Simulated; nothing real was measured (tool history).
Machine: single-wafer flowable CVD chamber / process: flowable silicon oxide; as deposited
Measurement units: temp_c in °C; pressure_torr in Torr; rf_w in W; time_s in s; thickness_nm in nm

{"run": 1, "hour": 0.0, "temp_c": 100, "pressure_torr": 1.09, "rf_w": 1550, "time_s": 719, "thickness_nm": 572.6}
{"run": 2, "hour": 1.1, "temp_c": 100, "pressure_torr": 1.24, "rf_w": 1550, "time_s": 719, "thickness_nm": 647.32}
{"run": 3, "hour": 2.7, "temp_c": 100, "pressure_torr": 1.24, "rf_w": 1550, "time_s": 719, "thickness_nm": 644.62}
{"run": 4, "hour": 3.6, "temp_c": 100, "pressure_torr": 1.24, "rf_w": 1550, "time_s": 719, "thickness_nm": 646.47}
{"run": 5, "hour": 9.8, "temp_c": 100, "pressure_torr": 1.24, "rf_w": 1550, "time_s": 687, "thickness_nm": 618.13}
{"run": 6, "hour": 11.8, "temp_c": 99, "pressure_torr": 1.24, "rf_w": 1550, "time_s": 687, "thickness_nm": 633.63}

For run 7, what comes out?
{"run": 7, "hour": 19.0, "temp_c": 98, "pressure_torr": 1.24, "rf_w": 1550, "time_s": 687, "thickness_nm": "?"}

{"run 7": {"thickness_nm": 655.76}}
